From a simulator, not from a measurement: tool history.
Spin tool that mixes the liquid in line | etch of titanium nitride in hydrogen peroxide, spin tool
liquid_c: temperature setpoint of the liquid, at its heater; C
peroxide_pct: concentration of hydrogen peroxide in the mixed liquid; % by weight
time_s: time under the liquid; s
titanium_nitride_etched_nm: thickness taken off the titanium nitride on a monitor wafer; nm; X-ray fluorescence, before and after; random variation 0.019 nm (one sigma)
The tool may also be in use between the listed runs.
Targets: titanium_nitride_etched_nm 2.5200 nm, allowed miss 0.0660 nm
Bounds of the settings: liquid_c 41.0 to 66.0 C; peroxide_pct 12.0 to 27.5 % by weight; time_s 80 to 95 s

run	day	liquid_c	peroxide_pct	time_s	titanium_nitride_etched_nm
1	0.000	57.0	18.5	95	4.5093
2	0.346	54.0	18.5	95	3.6505
3	0.458	53.0	18.5	95	3.3490
4	0.517	58.0	18.5	95	4.8116
5	0.604	56.0	18.5	95	4.2048
6	0.933	54.5	18.5	95	3.7698
7	1.121	47.5	18.5	95	2.2959
8	1.196	48.0	18.5	95	2.3681
9	1.562	48.0	18.5	95	2.3579
10	1.658	48.5	18.5	95	2.4305

Which of these 4 next moves meets every target?
A	1.754	51.5	12.5	80	?
B	1.754	51.0	21.0	80	?
C	1.754	47.5	18.5	95	?
D	1.754	47.5	19.0	95	?

move	titanium_nitride_etched_nm
A	2.3829
B	2.5657
C	2.3001
D	2.3132
A: further off than the last run
B: meets every target
C: further off than the last run
D: further off than the last run
Move B is the one to make.
